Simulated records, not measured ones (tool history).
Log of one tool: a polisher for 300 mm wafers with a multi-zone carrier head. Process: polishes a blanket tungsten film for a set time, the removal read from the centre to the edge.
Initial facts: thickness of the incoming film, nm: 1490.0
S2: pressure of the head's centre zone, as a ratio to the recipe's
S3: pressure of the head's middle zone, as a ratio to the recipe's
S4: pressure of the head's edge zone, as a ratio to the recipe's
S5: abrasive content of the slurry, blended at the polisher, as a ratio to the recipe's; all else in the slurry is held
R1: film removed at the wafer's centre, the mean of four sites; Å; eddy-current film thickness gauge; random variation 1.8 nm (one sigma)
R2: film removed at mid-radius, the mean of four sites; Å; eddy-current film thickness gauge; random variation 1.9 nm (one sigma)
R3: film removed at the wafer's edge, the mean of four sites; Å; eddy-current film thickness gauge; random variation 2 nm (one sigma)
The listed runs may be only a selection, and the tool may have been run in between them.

{"run": 1, "hour": 0.0, "flow of slurry (ml/min)": 215, "S2": 1.0, "S3": 1.0, "S4": 1.0, "S5": 1.0, "polishing time (s)": 57, "R1": 3216.0, "R2": 3200.2, "R3": 3054.3}
{"run": 2, "hour": 5.1, "flow of slurry (ml/min)": 215, "S2": 1.01, "S3": 1.0, "S4": 0.96, "S5": 0.85, "polishing time (s)": 50, "R1": 2734.9, "R2": 2692.1, "R3": 2518.4}
{"run": 3, "hour": 7.2, "flow of slurry (ml/min)": 215, "S2": 1.01, "S3": 1.0, "S4": 0.96, "S5": 1.0, "polishing time (s)": 50, "R1": 2871.8, "R2": 2813.5, "R3": 2665.7}
{"run": 4, "hour": 11.0, "flow of slurry (ml/min)": 215, "S2": 1.01, "S3": 1.01, "S4": 0.93, "S5": 0.85, "polishing time (s)": 45, "R1": 2444.5, "R2": 2400.1, "R3": 2289.6}
{"run": 5, "hour": 12.2, "flow of slurry (ml/min)": 215, "S2": 1.01, "S3": 1.01, "S4": 0.93, "S5": 1.05, "polishing time (s)": 45, "R1": 2626.1, "R2": 2602.3, "R3": 2368.9}
{"run": 6, "hour": 20.9, "flow of slurry (ml/min)": 215, "S2": 1.01, "S3": 1.01, "S4": 0.93, "S5": 1.05, "polishing time (s)": 56, "R1": 3275.1, "R2": 3200.3, "R3": 3080.3}
{"run": 7, "hour": 26.6, "flow of slurry (ml/min)": 230, "S2": 1.02, "S3": 1.02, "S4": 0.93, "S5": 0.9, "polishing time (s)": 49, "R1": 2780.7, "R2": 2739.7, "R3": 2583.2}
{"run": 8, "hour": 34.7, "flow of slurry (ml/min)": 205, "S2": 1.04, "S3": 1.05, "S4": 0.93, "S5": 0.8, "polishing time (s)": 45, "R1": 2431.6, "R2": 2435.5, "R3": 2199.4}
{"run": 9, "hour": 38.6, "flow of slurry (ml/min)": 185, "S2": 1.06, "S3": 1.06, "S4": 0.92, "S5": 0.7, "polishing time (s)": 43, "R1": 2245.6, "R2": 2234.1, "R3": 2050.1}
{"run": 10, "hour": 39.6, "flow of slurry (ml/min)": 190, "S2": 1.08, "S3": 1.08, "S4": 0.9, "S5": 0.65, "polishing time (s)": 41, "R1": 2168.9, "R2": 2091.0, "R3": 1904.4}
{"run": 11, "hour": 45.7, "flow of slurry (ml/min)": 185, "S2": 1.09, "S3": 1.1, "S4": 0.88, "S5": 0.6, "polishing time (s)": 40, "R1": 2042.4, "R2": 2038.9, "R3": 1787.1}

The next listed run, before its measurement:
{"run": 12, "hour": 47.1, "flow of slurry (ml/min)": 180, "S2": 1.09, "S3": 1.1, "S4": 0.86, "S5": 0.6, "polishing time (s)": 40, "R1": "?", "R2": "?", "R3": "?"}

{"run 12": {"R1": 2043.4, "R2": 2031.8, "R3": 1769.6}}
